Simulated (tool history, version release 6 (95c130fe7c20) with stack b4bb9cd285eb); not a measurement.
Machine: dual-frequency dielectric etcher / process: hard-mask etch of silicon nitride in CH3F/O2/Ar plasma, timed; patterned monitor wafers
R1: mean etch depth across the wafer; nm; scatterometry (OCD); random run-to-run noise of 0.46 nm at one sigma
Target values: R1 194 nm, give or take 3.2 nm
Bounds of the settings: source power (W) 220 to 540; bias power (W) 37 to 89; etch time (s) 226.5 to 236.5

run 1 hour=0 | source_power_(W)=380 bias_power_(W)=63 etch_time_(s)=226.5 | R1=173.56
run 2 hour=6.7 | source_power_(W)=380 bias_power_(W)=58 etch_time_(s)=226.5 | R1=167.2
run 3 hour=10.7 | source_power_(W)=330 bias_power_(W)=58 etch_time_(s)=226.5 | R1=157.54
run 4 hour=16.1 | source_power_(W)=330 bias_power_(W)=49 etch_time_(s)=226.5 | R1=146.3
run 5 hour=18.5 | source_power_(W)=330 bias_power_(W)=49 etch_time_(s)=236.5 | R1=152.55
run 6 hour=23.7 | source_power_(W)=300 bias_power_(W)=49 etch_time_(s)=236.5 | R1=146.19
run 7 hour=31.9 | source_power_(W)=350 bias_power_(W)=50 etch_time_(s)=236.5 | R1=157.73
run 8 hour=40.3 | source_power_(W)=390 bias_power_(W)=51 etch_time_(s)=236.5 | R1=166.56
run 9 hour=41.5 | source_power_(W)=420 bias_power_(W)=51 etch_time_(s)=236.5 | R1=171.98
run 10 hour=48 | source_power_(W)=450 bias_power_(W)=51 etch_time_(s)=236.5 | R1=177.28
run 11 hour=55.9 | source_power_(W)=470 bias_power_(W)=51 etch_time_(s)=236.5 | R1=181.34

Of the 5 settings listed for the next run, only one would bring every result within its allowed miss of target. Which one?
run A hour=63.8 | source_power_(W)=490 bias_power_(W)=57 etch_time_(s)=236.5 | R1=?
run B hour=63.8 | source_power_(W)=500 bias_power_(W)=51 etch_time_(s)=233.5 | R1=?
run C hour=63.8 | source_power_(W)=450 bias_power_(W)=60 etch_time_(s)=232.5 | R1=?
run D hour=63.8 | source_power_(W)=480 bias_power_(W)=53 etch_time_(s)=234 | R1=?
run E hour=63.8 | source_power_(W)=500 bias_power_(W)=52 etch_time_(s)=236.5 | R1=?

move=A R1=192.68
move=B R1=183.2
move=C R1=186.68
move=D R1=183.32
move=E R1=187.06
A: in spec on every target
B: better than the last run, though not everything is in spec
C: better than the last run, though not everything is in spec
D: better than the last run, though not everything is in spec
E: better than the last run, though not everything is in spec
Answer: A

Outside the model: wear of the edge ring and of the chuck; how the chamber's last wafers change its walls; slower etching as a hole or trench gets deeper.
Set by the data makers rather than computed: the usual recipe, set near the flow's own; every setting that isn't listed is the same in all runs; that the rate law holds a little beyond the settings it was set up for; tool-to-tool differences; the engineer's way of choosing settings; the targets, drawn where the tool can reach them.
